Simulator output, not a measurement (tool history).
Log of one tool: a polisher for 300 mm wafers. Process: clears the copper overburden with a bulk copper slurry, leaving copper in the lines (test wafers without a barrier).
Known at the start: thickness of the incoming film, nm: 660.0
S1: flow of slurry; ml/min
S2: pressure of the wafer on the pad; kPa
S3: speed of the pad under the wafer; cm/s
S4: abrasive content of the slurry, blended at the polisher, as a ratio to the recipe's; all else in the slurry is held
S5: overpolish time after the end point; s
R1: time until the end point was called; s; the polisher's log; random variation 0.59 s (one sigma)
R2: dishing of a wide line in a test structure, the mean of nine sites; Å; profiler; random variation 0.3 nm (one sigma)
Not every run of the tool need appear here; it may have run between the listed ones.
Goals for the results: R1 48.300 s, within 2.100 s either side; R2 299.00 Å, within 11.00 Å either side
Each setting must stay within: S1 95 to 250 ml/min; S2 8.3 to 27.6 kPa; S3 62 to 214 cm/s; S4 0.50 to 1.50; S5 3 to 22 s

{"run": 1, "day": 0.0, "S1": 160, "S2": 17.9, "S3": 138, "S4": 1.0, "S5": 11, "R1": 60.814, "R2": 290.86}
{"run": 2, "day": 0.058, "S1": 175, "S2": 17.9, "S3": 138, "S4": 1.0, "S5": 11, "R1": 60.345, "R2": 296.96}
{"run": 3, "day": 0.396, "S1": 175, "S2": 18.6, "S3": 138, "S4": 1.0, "S5": 11, "R1": 58.917, "R2": 297.59}
{"run": 4, "day": 0.717, "S1": 175, "S2": 19.3, "S3": 138, "S4": 1.0, "S5": 11, "R1": 57.864, "R2": 297.36}
{"run": 5, "day": 1.017, "S1": 175, "S2": 15.9, "S3": 138, "S4": 1.0, "S5": 11, "R1": 68.607, "R2": 285.91}
{"run": 6, "day": 1.262, "S1": 175, "S2": 11.7, "S3": 138, "S4": 1.0, "S5": 11, "R1": 86.503, "R2": 265.73}
{"day": 1.588, "done": "worn pad replaced by a new one"}
{"run": 7, "day": 1.588, "S1": 175, "S2": 13.1, "S3": 138, "S4": 1.0, "S5": 11, "R1": 73.187, "R2": 278.7}
{"run": 8, "day": 1.954, "S1": 175, "S2": 13.8, "S3": 138, "S4": 1.0, "S5": 11, "R1": 69.577, "R2": 282.27}
{"run": 9, "day": 2.262, "S1": 175, "S2": 14.5, "S3": 138, "S4": 1.0, "S5": 11, "R1": 65.997, "R2": 288.31}
{"run": 10, "day": 2.567, "S1": 180, "S2": 15.2, "S3": 138, "S4": 1.0, "S5": 11, "R1": 64.883, "R2": 287.15}
{"run": 11, "day": 2.667, "S1": 185, "S2": 15.2, "S3": 138, "S4": 1.0, "S5": 11, "R1": 63.88, "R2": 282.42}
{"run": 12, "day": 2.808, "S1": 190, "S2": 15.2, "S3": 138, "S4": 1.0, "S5": 11, "R1": 63.429, "R2": 284.79}
{"run": 13, "day": 2.858, "S1": 195, "S2": 15.2, "S3": 138, "S4": 1.0, "S5": 11, "R1": 64.131, "R2": 285.58}
{"run": 14, "day": 3.229, "S1": 200, "S2": 15.9, "S3": 138, "S4": 1.0, "S5": 11, "R1": 61.311, "R2": 292.97}
{"run": 15, "day": 3.283, "S1": 205, "S2": 15.9, "S3": 138, "S4": 1.0, "S5": 11, "R1": 62.033, "R2": 290.58}
{"run": 16, "day": 3.433, "S1": 205, "S2": 16.5, "S3": 138, "S4": 1.0, "S5": 11, "R1": 59.52, "R2": 289.0}
{"run": 17, "day": 3.458, "S1": 210, "S2": 17.2, "S3": 138, "S4": 1.0, "S5": 11, "R1": 57.449, "R2": 295.16}

Consider the 5 candidate settings below. Which is the only one whose results all fall within their allowed miss of target?
{"run": "A", "day": 3.483, "S1": 185, "S2": 20.0, "S3": 132, "S4": 1.1, "S5": 10, "R1": "?", "R2": "?"}
{"run": "B", "day": 3.483, "S1": 150, "S2": 15.2, "S3": 176, "S4": 0.85, "S5": 11, "R1": "?", "R2": "?"}
{"run": "C", "day": 3.483, "S1": 220, "S2": 16.5, "S3": 146, "S4": 1.3, "S5": 13, "R1": "?", "R2": "?"}
{"run": "D", "day": 3.483, "S1": 190, "S2": 23.4, "S3": 126, "S4": 1.05, "S5": 9, "R1": "?", "R2": "?"}
{"run": "E", "day": 3.483, "S1": 245, "S2": 20.7, "S3": 96, "S4": 0.75, "S5": 16, "R1": "?", "R2": "?"}

move=A R1=52.601 R2=294.54
move=B R1=54.337 R2=290.43
move=C R1=53.027 R2=297.68
move=D R1=48.188 R2=297.04
move=E R1=72.279 R2=300.63
A: an improvement on the last run, though not all results are within tolerance
B: an improvement on the last run, though not all results are within tolerance
C: an improvement on the last run, though not all results are within tolerance
D: all results land within tolerance of their targets
E: misses by more than the last run did
Go with D: it meets all targets.
